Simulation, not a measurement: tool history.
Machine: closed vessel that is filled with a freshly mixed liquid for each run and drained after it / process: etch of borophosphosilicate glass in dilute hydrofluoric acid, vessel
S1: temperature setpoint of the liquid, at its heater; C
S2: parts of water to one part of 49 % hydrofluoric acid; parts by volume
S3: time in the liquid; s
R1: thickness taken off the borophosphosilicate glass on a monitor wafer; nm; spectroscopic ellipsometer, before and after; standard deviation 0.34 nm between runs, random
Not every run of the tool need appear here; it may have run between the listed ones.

run    day    S1  S2   S3      R1
  1  0.000  20.0  90  120  52.065
  2  0.258  20.0  60  120  81.468
  3  0.325  19.5  60  120  79.283
  4  0.550  19.0  60  120  78.391
  5  0.800  19.0  60  130  83.876
  6  0.971  19.0  80  130  62.526
  7  1.233  19.5  80  130  62.749
  8  1.575  20.0  80  130  64.596

Run 9 is up next; what results do you expect?
  9  1.775  20.5  80  130   ?

R1: 65.755 nm
